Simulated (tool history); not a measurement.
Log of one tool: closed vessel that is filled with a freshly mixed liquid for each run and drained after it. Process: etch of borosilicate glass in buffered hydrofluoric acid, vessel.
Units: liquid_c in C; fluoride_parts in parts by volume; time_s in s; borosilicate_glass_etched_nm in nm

Run 1, hour 0: liquid_c 21 C, fluoride_parts 20 parts by volume, time_s 30 s. Result: borosilicate_glass_etched_nm 16.893 nm.
Run 2, hour 8.8: liquid_c 23 C, fluoride_parts 20 parts by volume, time_s 30 s. Result: borosilicate_glass_etched_nm 18.875 nm.
Run 3, hour 16.2: liquid_c 23 C, fluoride_parts 16.5 parts by volume, time_s 30 s. Result: borosilicate_glass_etched_nm 22.937 nm.
Run 4, hour 24.6: liquid_c 22 C, fluoride_parts 17.5 parts by volume, time_s 30 s. Result: borosilicate_glass_etched_nm 20.52 nm.
Run 5, hour 27.2: liquid_c 21 C, fluoride_parts 18.5 parts by volume, time_s 30 s. Result: borosilicate_glass_etched_nm 18.058 nm.
Run 6, hour 35.2: liquid_c 24 C, fluoride_parts 18.5 parts by volume, time_s 30 s. Result: borosilicate_glass_etched_nm 21.524 nm.
Run 7, hour 43.1: liquid_c 22.5 C, fluoride_parts 19 parts by volume, time_s 30 s. Result: borosilicate_glass_etched_nm 19.53 nm.
Run 8, hour 48.7: liquid_c 21.5 C, fluoride_parts 19.5 parts by volume, time_s 30 s. Result: borosilicate_glass_etched_nm 17.999 nm.
At hour 49.7: hydrofluoric acid flow meter replaced.
Run 9, hour 49.7: liquid_c 20.5 C, fluoride_parts 20 parts by volume, time_s 30 s. Result: borosilicate_glass_etched_nm 15.501 nm.
Run 10, hour 57.7: liquid_c 20 C, fluoride_parts 20 parts by volume, time_s 30 s. Result: borosilicate_glass_etched_nm 14.788 nm.

Run 11 comes next. What will it give?
Run 11, hour 66.9: liquid_c 19.5 C, fluoride_parts 20 parts by volume, time_s 30 s. Result: borosilicate_glass_etched_nm ?.

Run 11 gave borosilicate_glass_etched_nm 14.574 nm.
